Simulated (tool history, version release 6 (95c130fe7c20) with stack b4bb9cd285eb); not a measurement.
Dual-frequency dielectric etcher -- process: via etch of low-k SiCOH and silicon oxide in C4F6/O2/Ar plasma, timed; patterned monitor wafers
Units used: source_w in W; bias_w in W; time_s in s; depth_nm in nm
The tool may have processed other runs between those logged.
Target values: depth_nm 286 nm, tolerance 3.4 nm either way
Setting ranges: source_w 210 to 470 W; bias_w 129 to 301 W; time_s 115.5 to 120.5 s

| run | hour | source_w | bias_w | time_s | depth_nm |
|---|---|---|---|---|---|
| 1 | 0 | 340 | 215 | 115.5 | 305.21 |
| 2 | 1.9 | 320 | 214 | 115.5 | 294.62 |
| 3 | 7.6 | 360 | 214 | 115.5 | 315.65 |
| 4 | 10.3 | 340 | 213 | 115.5 | 303.74 |
| 5 | 10.8 | 390 | 213 | 115.5 | 326 |
| 6 | 13.9 | 360 | 212 | 115.5 | 312 |
| 7 | 20.1 | 340 | 211 | 115.5 | 302.81 |
| 8 | 25.8 | 290 | 208 | 115.5 | 278.84 |

Which one of the following 4 next-run settings gets every result inside its allowed miss? There is exactly one.
| A | 31.5 | 300 | 189 | 119 | ? |
| B | 31.5 | 300 | 200 | 120 | ? |
| C | 31.5 | 260 | 189 | 120 | ? |
| D | 31.5 | 310 | 221 | 115.5 | ? |

| move | depth_nm |
|---|---|
| A | 286.21 |
| B | 293.1 |
| C | 267.56 |
| D | 294.99 |
A: hits every target within its allowed miss
B: takes the result that was furthest off past its target
C: further off than the last run
D: takes the result that was furthest off past its target
Answer: A
